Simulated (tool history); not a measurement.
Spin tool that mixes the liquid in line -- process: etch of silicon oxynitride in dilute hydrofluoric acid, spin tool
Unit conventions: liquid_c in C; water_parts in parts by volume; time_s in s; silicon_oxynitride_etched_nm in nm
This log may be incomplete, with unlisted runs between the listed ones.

Run 1, hour 0: liquid_c 21 C, water_parts 250 parts by volume, time_s 55 s. Result: silicon_oxynitride_etched_nm 0.55038 nm.
Run 2, hour 3.7: liquid_c 22.5 C, water_parts 250 parts by volume, time_s 55 s. Result: silicon_oxynitride_etched_nm 0.60213 nm.
Run 3, hour 10.3: liquid_c 22.5 C, water_parts 170 parts by volume, time_s 55 s. Result: silicon_oxynitride_etched_nm 0.91311 nm.
Run 4, hour 11.6: liquid_c 22.5 C, water_parts 170 parts by volume, time_s 55 s. Result: silicon_oxynitride_etched_nm 0.91797 nm.
Run 5, hour 18.5: liquid_c 22.5 C, water_parts 170 parts by volume, time_s 30 s. Result: silicon_oxynitride_etched_nm 0.49877 nm.
Run 6, hour 21.4: liquid_c 22.5 C, water_parts 85 parts by volume, time_s 30 s. Result: silicon_oxynitride_etched_nm 1.052 nm.

Run 7, settings as shown, results not yet in. Your forecast:
Run 7, hour 28: liquid_c 22 C, water_parts 90 parts by volume, time_s 30 s. Result: silicon_oxynitride_etched_nm ?.

Run 7 produced silicon_oxynitride_etched_nm 0.98808 nm.
